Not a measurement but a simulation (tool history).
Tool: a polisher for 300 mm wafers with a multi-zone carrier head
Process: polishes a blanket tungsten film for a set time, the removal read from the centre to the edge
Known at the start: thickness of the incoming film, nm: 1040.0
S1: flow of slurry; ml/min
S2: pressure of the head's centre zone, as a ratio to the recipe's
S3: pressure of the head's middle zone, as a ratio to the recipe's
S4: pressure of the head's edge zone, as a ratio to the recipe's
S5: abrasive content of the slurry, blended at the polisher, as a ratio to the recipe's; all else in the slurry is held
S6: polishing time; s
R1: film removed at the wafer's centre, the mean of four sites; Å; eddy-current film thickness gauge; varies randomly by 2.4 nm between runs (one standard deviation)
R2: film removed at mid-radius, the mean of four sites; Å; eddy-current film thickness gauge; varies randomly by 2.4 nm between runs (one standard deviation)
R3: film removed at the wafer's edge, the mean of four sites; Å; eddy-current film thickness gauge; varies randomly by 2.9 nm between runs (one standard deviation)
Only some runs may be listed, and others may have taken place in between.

Run 1, hour 0.0: S1 295 ml/min, S2 1.00, S3 1.00, S4 1.00, S5 1.00, S6 59 s. Result: R1 3858.9 Å, R2 3770.9 Å, R3 3716.9 Å.
Run 2, hour 2.8: S1 295 ml/min, S2 1.00, S3 1.06, S4 1.00, S5 1.00, S6 59 s. Result: R1 3932.5 Å, R2 4078.3 Å, R3 3800.9 Å.
Run 3, hour 6.9: S1 295 ml/min, S2 1.00, S3 1.06, S4 1.00, S5 1.00, S6 51 s. Result: R1 3333.4 Å, R2 3489.9 Å, R3 3316.2 Å.
Run 4, hour 13.5: S1 295 ml/min, S2 1.00, S3 1.06, S4 1.00, S5 1.00, S6 45 s. Result: R1 3006.9 Å, R2 3063.0 Å, R3 2904.0 Å.
Run 5, hour 22.3: S1 285 ml/min, S2 0.98, S3 1.04, S4 1.00, S5 1.00, S6 45 s. Result: R1 2944.0 Å, R2 2995.8 Å, R3 2882.3 Å.
Run 6, hour 24.6: S1 285 ml/min, S2 0.98, S3 1.11, S4 1.00, S5 1.00, S6 45 s. Result: R1 2883.1 Å, R2 3278.6 Å, R3 2873.3 Å.
Run 7, hour 26.3: S1 245 ml/min, S2 0.90, S3 1.01, S4 1.01, S5 0.85, S6 45 s. Result: R1 2532.8 Å, R2 2759.7 Å, R3 2696.3 Å.
Run 8, hour 27.9: S1 245 ml/min, S2 0.90, S3 1.01, S4 1.01, S5 0.85, S6 45 s. Result: R1 2512.4 Å, R2 2807.2 Å, R3 2696.9 Å.
Run 9, hour 34.5: S1 245 ml/min, S2 0.90, S3 1.01, S4 1.01, S5 0.85, S6 45 s. Result: R1 2494.8 Å, R2 2788.5 Å, R3 2716.9 Å.
Run 10, hour 40.9: S1 245 ml/min, S2 0.90, S3 1.01, S4 1.01, S5 0.85, S6 45 s. Result: R1 2488.3 Å, R2 2776.1 Å, R3 2730.0 Å.
Run 11, hour 45.6: S1 250 ml/min, S2 0.91, S3 1.00, S4 1.01, S5 0.85, S6 45 s. Result: R1 2531.5 Å, R2 2799.9 Å, R3 2709.0 Å.
Run 12, hour 52.6: S1 250 ml/min, S2 0.91, S3 1.00, S4 1.01, S5 0.85, S6 45 s. Result: R1 2513.8 Å, R2 2764.3 Å, R3 2715.3 Å.
Run 13, hour 54.8: S1 250 ml/min, S2 0.91, S3 1.00, S4 1.01, S5 0.85, S6 45 s. Result: R1 2484.6 Å, R2 2767.2 Å, R3 2692.7 Å.

Run 14 has not been measured yet. What should we expect?
Run 14, hour 58.3: S1 270 ml/min, S2 0.96, S3 0.95, S4 1.06, S5 0.90, S6 45 s. Result: R1 ?, R2 ?, R3 ?.

Run 14 produced R1 2741.6 Å, R2 2715.6 Å, R3 2889.8 Å.
